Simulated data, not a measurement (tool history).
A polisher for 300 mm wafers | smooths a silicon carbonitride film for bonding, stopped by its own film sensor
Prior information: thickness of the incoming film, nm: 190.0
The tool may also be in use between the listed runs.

run	hour	flow of slurry (ml/min)	pressure of the wafer on the pad (kPa)	speed of the pad under the wafer (m/s)	abrasive content of the slurry	target thickness at which the film sensor stops the polish (nm)	time until the film sensor stopped the polish (s)
1	0.0	240	15.2	0.86	1.0	175	64.113
2	3.9	240	18.6	0.86	1.0	175	53.280
3	11.5	240	17.2	0.86	1.0	175	57.486
4	17.8	240	16.5	0.86	1.0	175	59.694
5	21.6	265	16.5	0.86	1.0	175	60.197
6	26.2	210	16.5	0.86	1.0	175	59.255
7	32.5	210	15.9	0.86	1.0	175	62.491

Run 8 comes next. What will it give?
8	34.3	210	11.7	0.82	1.0	175	?

Run 8 came out at time until the film sensor stopped the polish (s) 86.341.

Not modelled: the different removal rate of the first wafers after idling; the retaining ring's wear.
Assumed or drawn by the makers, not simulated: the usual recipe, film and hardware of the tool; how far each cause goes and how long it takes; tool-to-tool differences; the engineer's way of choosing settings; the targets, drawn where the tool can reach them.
